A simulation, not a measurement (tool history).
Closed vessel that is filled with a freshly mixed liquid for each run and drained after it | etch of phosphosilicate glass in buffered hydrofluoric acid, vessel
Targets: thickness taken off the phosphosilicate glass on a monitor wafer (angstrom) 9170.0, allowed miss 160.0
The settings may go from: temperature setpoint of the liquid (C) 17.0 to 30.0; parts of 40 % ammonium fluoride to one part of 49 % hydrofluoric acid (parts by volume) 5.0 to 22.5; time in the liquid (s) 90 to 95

run	day	temperature setpoint of the liquid (C)	parts of 40 % ammonium fluoride to one part of 49 % hydrofluoric acid (parts by volume)	time in the liquid (s)	thickness taken off the phosphosilicate glass on a monitor wafer (angstrom)
1	0.000	22.0	13.5	90	3997.5
2	0.267	23.5	12.5	90	4623.5
3	0.592	26.5	12.5	90	5461.3
4	0.696	27.0	11.5	90	6122.5
5	0.754	27.5	11.0	90	6550.1
# day 0.892: thermometer replaced
6	0.892	28.0	10.5	90	6226.2
7	1.096	28.5	9.5	90	6941.1
8	1.221	29.0	8.5	90	7786.3
9	1.571	29.0	8.0	90	8410.0

4 next moves are on the table. One of them brings every result within its allowed miss. Which?
A	1.921	30.0	9.5	90	?
B	1.921	29.0	9.0	90	?
C	1.921	24.5	6.0	95	?
D	1.921	28.5	8.5	95	?

move	thickness taken off the phosphosilicate glass on a monitor wafer (angstrom)
A	7520.1
B	7380.9
C	9185.3
D	8073.2
A: further off than the last run
B: further off than the last run
C: meets every target
D: further off than the last run
Move C is the one to make.
